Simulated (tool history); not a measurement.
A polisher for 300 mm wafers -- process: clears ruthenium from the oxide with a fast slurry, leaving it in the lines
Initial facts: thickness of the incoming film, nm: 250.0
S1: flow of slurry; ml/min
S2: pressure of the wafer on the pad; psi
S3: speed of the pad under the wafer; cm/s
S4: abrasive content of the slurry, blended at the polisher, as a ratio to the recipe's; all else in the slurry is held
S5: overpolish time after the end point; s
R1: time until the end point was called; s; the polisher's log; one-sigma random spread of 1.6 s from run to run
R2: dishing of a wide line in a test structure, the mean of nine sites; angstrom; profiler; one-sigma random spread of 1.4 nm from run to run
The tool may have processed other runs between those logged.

run  hour   S1   S2  S3  S4  S5      R1      R2
  1     0  300  2.6  92   1  24  55.299  622.27
  2   2.7  300  2.6  92   1  34  56.007  734.53
  3   7.7  300  2.4  90   1  34  61.965  694.49
  4   9.7  300  2.4  90   1  42  60.037  835.15
  5  11.8  300  2.2  90   1  40   67.67  753.25
  6  17.8  245  2.2  90   1  40  69.324  751.27
  7    26  245  2.1  90   1  38  69.988  653.88
  8  32.5  245    2  90   1  38  72.653     691
  9  33.8  245  1.9  90   1  36  79.249  644.43

Run 10 comes next. What will it give?
 10  34.5  245  1.9  90   1  35   ?   ?

{"run 10": {"R1": 77.824, "R2": 622.1}}
